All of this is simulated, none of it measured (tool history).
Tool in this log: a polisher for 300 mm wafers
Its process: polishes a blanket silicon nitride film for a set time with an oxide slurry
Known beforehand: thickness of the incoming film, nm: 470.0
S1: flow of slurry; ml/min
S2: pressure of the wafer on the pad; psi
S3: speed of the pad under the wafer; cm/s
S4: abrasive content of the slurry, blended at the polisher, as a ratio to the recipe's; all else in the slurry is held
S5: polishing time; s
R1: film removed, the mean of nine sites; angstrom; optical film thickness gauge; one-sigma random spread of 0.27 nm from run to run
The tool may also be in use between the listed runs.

run 1 hour=0.0 | S1=190 S2=4.7 S3=94 S4=1.0 S5=33 | R1=306.99
run 2 hour=2.1 | S1=160 S2=4.7 S3=94 S4=1.0 S5=33 | R1=304.30
run 3 hour=4.6 | S1=160 S2=5.2 S3=94 S4=1.0 S5=33 | R1=333.14
run 4 hour=7.7 | S1=160 S2=5.2 S3=78 S4=1.0 S5=33 | R1=295.67
run 5 hour=9.7 | S1=165 S2=5.7 S3=78 S4=1.0 S5=33 | R1=327.01
run 6 hour=17.0 | S1=190 S2=5.7 S3=78 S4=1.0 S5=33 | R1=330.12
run 7 hour=21.8 | S1=190 S2=5.7 S3=78 S4=1.0 S5=33 | R1=329.14
run 8 hour=26.0 | S1=190 S2=6.1 S3=78 S4=1.0 S5=33 | R1=351.11

Run 9 comes next. What will it give?
run 9 hour=31.8 | S1=190 S2=6.4 S3=78 S4=1.0 S5=33 | R1=?

{"run 9": {"R1": 371.05}}
